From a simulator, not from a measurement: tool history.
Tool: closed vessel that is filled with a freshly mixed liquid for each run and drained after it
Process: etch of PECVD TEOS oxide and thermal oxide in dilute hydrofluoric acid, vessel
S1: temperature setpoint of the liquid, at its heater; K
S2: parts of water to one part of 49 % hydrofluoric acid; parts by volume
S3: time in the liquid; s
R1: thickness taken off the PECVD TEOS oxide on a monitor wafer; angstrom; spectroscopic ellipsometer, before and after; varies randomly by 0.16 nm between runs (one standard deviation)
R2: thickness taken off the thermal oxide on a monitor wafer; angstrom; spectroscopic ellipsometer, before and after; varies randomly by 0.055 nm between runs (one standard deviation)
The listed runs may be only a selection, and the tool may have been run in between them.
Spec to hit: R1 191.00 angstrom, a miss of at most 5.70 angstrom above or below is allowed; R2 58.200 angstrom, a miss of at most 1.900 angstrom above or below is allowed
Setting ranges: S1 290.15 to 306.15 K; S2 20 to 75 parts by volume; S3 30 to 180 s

run  hour      S1  S2   S3      R1       R2
  1   0.0  298.15  45   90  319.74   96.441
  2   1.3  298.15  35   90  421.48  125.260
  3   7.2  298.15  35  105  481.48  145.040
  4  10.8  298.15  40  105  424.99  127.740
  5  11.7  298.15  25  105  700.05  208.330
  6  15.1  296.15  30  105  520.75  157.920
  7  19.3  295.15  35  105  423.16  129.640
  8  24.9  294.15  40  105  350.95  109.190
  9  30.9  293.65  45  105  307.50   94.820
 10  36.0  293.15  50  105  267.56   81.771

Exactly one of the 5 candidate moves below puts every result within its allowed miss. Which one?
  A  41.1  292.65  60   85   ?   ?
  B  41.1  290.15  50   85   ?   ?
  C  41.1  290.65  55   85   ?   ?
  D  41.1  296.65  55   65   ?   ?
  E  41.1  290.15  60  110   ?   ?

move      R1      R2
   A  177.23  54.158
   B  193.24  59.049
   C  178.52  54.551
   D  175.81  53.722
   E  206.10  62.978
A: takes the result that was furthest off past its target
B: each result inside its tolerance
C: takes the result that was furthest off past its target
D: takes the result that was furthest off past its target
E: gains on the last run, yet a result remains outside its allowed miss
So the answer is move B, the one that meets all the targets.
